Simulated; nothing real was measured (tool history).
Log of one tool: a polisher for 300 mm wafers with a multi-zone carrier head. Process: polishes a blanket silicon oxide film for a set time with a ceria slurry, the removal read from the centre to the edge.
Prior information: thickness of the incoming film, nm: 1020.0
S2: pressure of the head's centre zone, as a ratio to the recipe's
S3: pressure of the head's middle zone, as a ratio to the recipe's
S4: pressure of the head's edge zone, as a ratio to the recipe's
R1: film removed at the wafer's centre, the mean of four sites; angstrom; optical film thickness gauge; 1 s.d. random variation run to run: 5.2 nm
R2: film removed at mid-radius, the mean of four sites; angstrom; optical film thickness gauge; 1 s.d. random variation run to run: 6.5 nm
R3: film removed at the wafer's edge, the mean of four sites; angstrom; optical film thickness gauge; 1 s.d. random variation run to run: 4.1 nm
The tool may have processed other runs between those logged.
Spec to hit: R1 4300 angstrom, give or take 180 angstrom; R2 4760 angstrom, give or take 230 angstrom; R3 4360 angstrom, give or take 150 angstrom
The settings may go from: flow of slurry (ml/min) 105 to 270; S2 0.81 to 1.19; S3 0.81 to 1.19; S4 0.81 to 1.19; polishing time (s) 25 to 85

{"run": 1, "hour": 0.0, "flow of slurry (ml/min)": 175, "S2": 1, "S3": 1, "S4": 1, "polishing time (s)": 55, "R1": 3436.7, "R2": 3486.6, "R3": 3407.3}
{"run": 2, "hour": 0.8, "flow of slurry (ml/min)": 175, "S2": 1, "S3": 1, "S4": 1, "polishing time (s)": 60, "R1": 3834.6, "R2": 3711.5, "R3": 3674.4}
{"run": 3, "hour": 2.6, "flow of slurry (ml/min)": 175, "S2": 1.05, "S3": 1, "S4": 1, "polishing time (s)": 60, "R1": 4031.8, "R2": 3868.9, "R3": 3698.4}
{"run": 4, "hour": 4.9, "flow of slurry (ml/min)": 175, "S2": 1.05, "S3": 0.97, "S4": 1, "polishing time (s)": 60, "R1": 3968.8, "R2": 3632.4, "R3": 3688.3}
{"run": 5, "hour": 12.4, "flow of slurry (ml/min)": 175, "S2": 1.01, "S3": 0.97, "S4": 1, "polishing time (s)": 60, "R1": 3800.5, "R2": 3705.6, "R3": 3727.6}
{"run": 6, "hour": 13.2, "flow of slurry (ml/min)": 175, "S2": 1.01, "S3": 0.97, "S4": 1.08, "polishing time (s)": 60, "R1": 3802.7, "R2": 3689.6, "R3": 3897.6}
{"run": 7, "hour": 16.5, "flow of slurry (ml/min)": 190, "S2": 1.01, "S3": 1.03, "S4": 1.11, "polishing time (s)": 61, "R1": 3861.5, "R2": 4012, "R3": 3992.4}
{"run": 8, "hour": 19.0, "flow of slurry (ml/min)": 195, "S2": 1.02, "S3": 1.06, "S4": 1.13, "polishing time (s)": 62, "R1": 4040.9, "R2": 4125.5, "R3": 4115.4}
{"run": 9, "hour": 19.9, "flow of slurry (ml/min)": 205, "S2": 1.02, "S3": 1.1, "S4": 1.14, "polishing time (s)": 63, "R1": 4215.8, "R2": 4444.5, "R3": 4311.8}

Consider the 5 candidate settings below. Which is the only one whose results all fall within their allowed miss of target?
{"run": "A", "hour": 20.8, "flow of slurry (ml/min)": 145, "S2": 1, "S3": 1.14, "S4": 1.06, "polishing time (s)": 70, "R1": "?", "R2": "?", "R3": "?"}
{"run": "B", "hour": 20.8, "flow of slurry (ml/min)": 235, "S2": 1.03, "S3": 1.19, "S4": 1.08, "polishing time (s)": 71, "R1": "?", "R2": "?", "R3": "?"}
{"run": "C", "hour": 20.8, "flow of slurry (ml/min)": 235, "S2": 1.03, "S3": 0.97, "S4": 1.07, "polishing time (s)": 64, "R1": "?", "R2": "?", "R3": "?"}
{"run": "D", "hour": 20.8, "flow of slurry (ml/min)": 245, "S2": 0.87, "S3": 1.19, "S4": 0.97, "polishing time (s)": 69, "R1": "?", "R2": "?", "R3": "?"}
{"run": "E", "hour": 20.8, "flow of slurry (ml/min)": 215, "S2": 1.09, "S3": 1.03, "S4": 1.12, "polishing time (s)": 65, "R1": "?", "R2": "?", "R3": "?"}

move=A R1=4336.1 R2=4907.3 R3=4325.3
move=B R1=4914.6 R2=5552.5 R3=4667.8
move=C R1=4423.2 R2=4204 R3=4200.4
move=D R1=4050.8 R2=5428.3 R3=4320.5
move=E R1=4699.3 R2=4439.9 R3=4325.6
A: hits every target within its allowed miss
B: pushes the last run's worst result past its target
C: the biggest miss grows against the last run
D: pushes the last run's worst result past its target
E: the biggest miss grows against the last run
Correct choice: A, which meets every target
